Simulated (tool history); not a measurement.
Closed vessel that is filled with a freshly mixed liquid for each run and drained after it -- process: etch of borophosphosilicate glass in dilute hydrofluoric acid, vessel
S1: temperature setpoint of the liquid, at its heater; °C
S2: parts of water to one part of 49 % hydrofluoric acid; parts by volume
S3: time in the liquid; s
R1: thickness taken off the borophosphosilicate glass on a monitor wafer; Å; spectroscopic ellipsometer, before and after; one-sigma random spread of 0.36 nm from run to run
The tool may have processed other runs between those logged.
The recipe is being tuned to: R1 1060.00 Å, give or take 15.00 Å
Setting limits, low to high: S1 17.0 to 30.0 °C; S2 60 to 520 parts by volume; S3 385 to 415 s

run,hour,S1,S2,S3,R1
1,0.0,22.0,290,385,497.60
2,7.1,23.5,270,385,581.46
3,14.0,20.0,270,385,511.13
4,21.3,21.5,255,385,575.10
5,22.7,23.0,245,385,641.88
6,25.9,23.0,315,385,468.41
7,31.0,27.0,200,385,957.61
8,37.8,27.5,200,385,972.07
9,44.6,28.0,200,385,991.69

Pick the move, out of 5, that brings all results within their allowed miss; only one does.
A,51.4,29.0,200,415,?
B,51.4,25.5,200,385,?
C,51.4,23.0,165,385,?
D,51.4,25.5,180,390,?
E,51.4,28.0,195,400,?

move,R1
A,1106.00
B,905.67
C,1039.50
D,1042.60
E,1061.80
A: moves the result that the last run missed by most past its target, out the other side
B: the biggest miss grows against the last run
C: better than the last run, though not everything is in spec
D: better than the last run, though not everything is in spec
E: all results in spec
The move that meets every target is E.
